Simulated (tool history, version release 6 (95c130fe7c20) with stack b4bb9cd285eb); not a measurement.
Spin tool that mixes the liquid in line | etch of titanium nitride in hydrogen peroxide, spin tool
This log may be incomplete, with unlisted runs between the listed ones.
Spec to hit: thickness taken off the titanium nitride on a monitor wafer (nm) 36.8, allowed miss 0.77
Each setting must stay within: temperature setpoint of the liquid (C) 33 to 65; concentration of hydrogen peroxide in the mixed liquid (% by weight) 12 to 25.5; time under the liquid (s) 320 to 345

| run | hour | temperature setpoint of the liquid (C) | concentration of hydrogen peroxide in the mixed liquid (% by weight) | time under the liquid (s) | thickness taken off the titanium nitride on a monitor wafer (nm) |
|---|---|---|---|---|---|
| 1 | 0 | 49 | 17.5 | 320 | 20.978 |
| 2 | 2.4 | 51 | 17.5 | 320 | 24.156 |
| 3 | 4.3 | 46 | 17.5 | 320 | 16.784 |
| 4 | 10.5 | 49 | 17.5 | 320 | 20.833 |
| 5 | 18.5 | 51 | 17.5 | 320 | 24.3 |
| 6 | 24.4 | 51 | 15 | 320 | 23.664 |
| 7 | 28.2 | 52.5 | 15 | 320 | 26.351 |
| 8 | 37.1 | 54 | 15 | 320 | 29.442 |
| 9 | 38 | 55 | 15 | 320 | 31.352 |
| 10 | 42.4 | 55.5 | 15 | 320 | 32.333 |
| 11 | 45.2 | 56 | 15 | 320 | 33.451 |
| 12 | 46.2 | 56.5 | 15 | 320 | 35.282 |
| 13 | 47.8 | 57 | 15 | 320 | 36.023 |

Which one of the following 4 next-run settings gets every result inside its allowed miss? There is exactly one.
| A | 49.4 | 56.5 | 16 | 320 | ? |
| B | 49.4 | 56.5 | 19.5 | 320 | ? |
| C | 49.4 | 56 | 13.5 | 345 | ? |
| D | 49.4 | 58 | 14.5 | 325 | ? |

| move | thickness taken off the titanium nitride on a monitor wafer (nm) |
|---|---|
| A | 35.141 |
| B | 36.65 |
| C | 35.285 |
| D | 38.85 |
A: the biggest miss grows against the last run
B: each result inside its tolerance
C: the biggest miss grows against the last run
D: moves the result that the last run missed by most past its target, out the other side
B meets every target.
